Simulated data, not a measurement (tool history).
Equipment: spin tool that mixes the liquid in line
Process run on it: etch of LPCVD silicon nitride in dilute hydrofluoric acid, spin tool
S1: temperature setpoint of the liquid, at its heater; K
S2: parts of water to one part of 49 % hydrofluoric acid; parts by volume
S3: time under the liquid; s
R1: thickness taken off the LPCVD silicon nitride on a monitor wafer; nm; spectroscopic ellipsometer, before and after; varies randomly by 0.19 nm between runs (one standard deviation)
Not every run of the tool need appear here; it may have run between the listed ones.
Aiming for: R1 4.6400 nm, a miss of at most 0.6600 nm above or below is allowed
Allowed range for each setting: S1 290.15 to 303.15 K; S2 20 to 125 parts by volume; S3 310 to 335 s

Run 1, hour 0.0: S1 295.15 K, S2 70 parts by volume, S3 310 s. Result: R1 1.6655 nm.
Run 2, hour 6.2: S1 295.15 K, S2 70 parts by volume, S3 335 s. Result: R1 1.7081 nm.
Run 3, hour 14.2: S1 295.15 K, S2 55 parts by volume, S3 335 s. Result: R1 2.1504 nm.
Run 4, hour 19.8: S1 295.65 K, S2 50 parts by volume, S3 335 s. Result: R1 2.4222 nm.
Run 5, hour 26.2: S1 296.15 K, S2 45 parts by volume, S3 335 s. Result: R1 3.0518 nm.
Run 6, hour 28.9: S1 296.15 K, S2 45 parts by volume, S3 335 s. Result: R1 3.0244 nm.
Run 7, hour 33.7: S1 296.65 K, S2 45 parts by volume, S3 335 s. Result: R1 2.9835 nm.
Run 8, hour 37.8: S1 297.15 K, S2 45 parts by volume, S3 335 s. Result: R1 3.1877 nm.

Next run, 5 choices. One meets every target within its allowed miss, the rest don't. Which?
Run A, hour 41.9: S1 297.65 K, S2 70 parts by volume, S3 310 s. Result: R1 ?.
Run B, hour 41.9: S1 297.15 K, S2 85 parts by volume, S3 310 s. Result: R1 ?.
Run C, hour 41.9: S1 299.65 K, S2 95 parts by volume, S3 310 s. Result: R1 ?.
Run D, hour 41.9: S1 293.15 K, S2 65 parts by volume, S3 310 s. Result: R1 ?.
Run E, hour 41.9: S1 300.65 K, S2 40 parts by volume, S3 335 s. Result: R1 ?.

move      R1
   A  1.9527
   B  1.5600
   C  1.6461
   D  1.5477
   E  4.4627
A: further off than the last run
B: further off than the last run
C: further off than the last run
D: further off than the last run
E: all results in spec
Correct choice: E, which meets every target
